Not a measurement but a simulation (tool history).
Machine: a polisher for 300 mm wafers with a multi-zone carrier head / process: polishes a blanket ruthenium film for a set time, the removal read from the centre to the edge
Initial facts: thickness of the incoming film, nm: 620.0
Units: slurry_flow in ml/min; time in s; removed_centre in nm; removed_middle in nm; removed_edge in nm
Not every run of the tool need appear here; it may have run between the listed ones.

run 1 hour=0.0 | slurry_flow=145 centre_zone=1.00 middle_zone=1.00 edge_zone=1.00 time=46 | removed_centre=42.724 removed_middle=43.747 removed_edge=42.835
run 2 hour=7.6 | slurry_flow=145 centre_zone=1.00 middle_zone=1.00 edge_zone=0.92 time=46 | removed_centre=42.379 removed_middle=44.217 removed_edge=40.527
run 3 hour=12.1 | slurry_flow=145 centre_zone=1.00 middle_zone=0.93 edge_zone=0.92 time=46 | removed_centre=43.910 removed_middle=41.766 removed_edge=41.690
run 4 hour=14.3 | slurry_flow=150 centre_zone=1.00 middle_zone=0.94 edge_zone=0.94 time=47 | removed_centre=46.064 removed_middle=42.492 removed_edge=42.670
run 5 hour=17.0 | slurry_flow=150 centre_zone=1.00 middle_zone=0.95 edge_zone=0.96 time=48 | removed_centre=46.157 removed_middle=43.830 removed_edge=44.116
run 6 hour=18.5 | slurry_flow=150 centre_zone=1.00 middle_zone=0.98 edge_zone=0.96 time=48 | removed_centre=45.701 removed_middle=44.864 removed_edge=43.604
run 7 hour=22.1 | slurry_flow=150 centre_zone=1.00 middle_zone=0.98 edge_zone=0.98 time=49 | removed_centre=47.019 removed_middle=46.960 removed_edge=45.593

Run 8 has not been measured yet. What should we expect?
run 8 hour=24.3 | slurry_flow=155 centre_zone=1.00 middle_zone=0.98 edge_zone=1.00 time=50 | removed_centre=? removed_middle=? removed_edge=?

removed_centre: 48.410 nm
removed_middle: 47.817 nm
removed_edge: 47.556 nm
